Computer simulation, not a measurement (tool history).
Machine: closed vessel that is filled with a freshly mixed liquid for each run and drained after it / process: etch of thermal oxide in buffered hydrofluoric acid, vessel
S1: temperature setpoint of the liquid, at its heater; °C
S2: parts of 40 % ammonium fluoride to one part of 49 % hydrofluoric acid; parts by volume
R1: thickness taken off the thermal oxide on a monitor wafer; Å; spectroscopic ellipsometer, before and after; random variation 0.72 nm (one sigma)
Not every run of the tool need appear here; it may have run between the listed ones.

run 1 hour=0.0 | S1=24.0 S2=10.0 time_in_the_liquid_(s)=105 | R1=1199.10
run 2 hour=4.4 | S1=24.0 S2=10.0 time_in_the_liquid_(s)=105 | R1=1204.80
run 3 hour=8.7 | S1=24.0 S2=10.0 time_in_the_liquid_(s)=110 | R1=1281.70
run 4 hour=9.9 | S1=24.0 S2=10.0 time_in_the_liquid_(s)=110 | R1=1270.70
run 5 hour=12.5 | S1=22.0 S2=10.0 time_in_the_liquid_(s)=110 | R1=1124.50
run 6 hour=19.4 | S1=18.5 S2=10.0 time_in_the_liquid_(s)=110 | R1=922.99
run 7 hour=21.4 | S1=18.0 S2=10.0 time_in_the_liquid_(s)=110 | R1=902.36

What does the tool deliver on the next run?
run 8 hour=23.7 | S1=17.5 S2=10.0 time_in_the_liquid_(s)=110 | R1=?

R1: 888.87 Å
